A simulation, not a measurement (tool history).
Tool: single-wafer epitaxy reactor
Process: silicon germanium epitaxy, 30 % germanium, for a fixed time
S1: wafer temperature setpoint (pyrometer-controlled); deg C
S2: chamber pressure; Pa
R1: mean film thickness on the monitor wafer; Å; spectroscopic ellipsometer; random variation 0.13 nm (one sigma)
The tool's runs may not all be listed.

run  hour   S1    S2      R1
  1     0  580  3320  477.65
  2     5  584  3320  524.24
  3   9.3  582  3320  495.34
  4  13.5  586  3320  542.82
  5  16.2  586  3813  570.48
  6  20.7  583  3813  535.53
  7  23.5  581  3813  512.96
  8  31.3  579  3813   488.3
  9  39.7  579  3813   491.5
 10  41.5  577  3813  471.51

Forecast run 11:
 11  47.4  575  3813   ?

{"run 11": {"R1": 448.37}}

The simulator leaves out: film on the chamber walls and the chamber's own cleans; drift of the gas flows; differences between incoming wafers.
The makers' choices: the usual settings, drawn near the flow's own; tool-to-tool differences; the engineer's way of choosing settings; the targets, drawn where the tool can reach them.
